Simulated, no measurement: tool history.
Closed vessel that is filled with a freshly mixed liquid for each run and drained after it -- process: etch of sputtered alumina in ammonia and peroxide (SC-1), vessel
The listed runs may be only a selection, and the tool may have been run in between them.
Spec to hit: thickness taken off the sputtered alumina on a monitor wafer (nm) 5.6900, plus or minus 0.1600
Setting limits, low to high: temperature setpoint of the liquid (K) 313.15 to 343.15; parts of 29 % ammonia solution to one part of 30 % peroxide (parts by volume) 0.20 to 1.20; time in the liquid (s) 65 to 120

run,hour,temperature setpoint of the liquid (K),parts of 29 % ammonia solution to one part of 30 % peroxide (parts by volume),time in the liquid (s),thickness taken off the sputtered alumina on a monitor wafer (nm)
1,0.0,329.15,0.90,120,11.3650
2,1.7,329.15,1.20,120,11.7290
3,6.0,329.15,1.20,120,11.9610
4,13.4,329.15,1.20,120,11.7540
5,18.1,326.15,1.20,120,10.1000
6,26.4,323.65,1.20,120,8.7844
7,29.5,321.65,1.20,120,7.8603
8,30.7,320.15,1.20,120,7.1337
9,36.5,319.15,1.20,120,6.8751
10,42.4,318.15,1.20,120,6.3721
11,45.2,317.65,1.20,120,6.3701
12,54.4,317.15,1.20,120,6.0602
13,59.6,316.65,1.20,120,5.9524

Next run, 5 choices. One meets every target within its allowed miss, the rest don't. Which?
A,64.8,317.15,1.20,120,?
B,64.8,315.65,1.20,120,?
C,64.8,329.15,1.20,65,?
D,64.8,317.15,1.05,120,?
E,64.8,317.65,1.00,120,?

move,thickness taken off the sputtered alumina on a monitor wafer (nm)
A,6.1163
B,5.6098
C,6.4088
D,6.0386
E,6.1850
A: further off than the last run
B: all results land within tolerance of their targets
C: further off than the last run
D: further off than the last run
E: further off than the last run
Answer: B
